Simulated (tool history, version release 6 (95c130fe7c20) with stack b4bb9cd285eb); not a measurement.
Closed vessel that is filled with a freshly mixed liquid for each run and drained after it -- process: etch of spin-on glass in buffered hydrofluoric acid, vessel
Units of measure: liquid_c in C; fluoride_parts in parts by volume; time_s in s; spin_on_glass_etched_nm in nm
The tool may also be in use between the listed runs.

run,hour,liquid_c,fluoride_parts,time_s,spin_on_glass_etched_nm
1,0,24,12.5,90,184.72
2,1.2,24,12.5,100,206.75
3,9.9,26,12,100,237.8
4,19,23,12,100,201.42
5,21.1,23,12,100,200.73
6,27.9,25.5,11.5,100,244.38
7,31,27.5,11.5,100,266.83
8,32.4,28.5,11,100,297.67
9,39.6,29.5,11,100,314.05

Predict the results of run 10:
10,44.5,30,11,100,?

{"run 10": {"spin_on_glass_etched_nm": 322.74}}
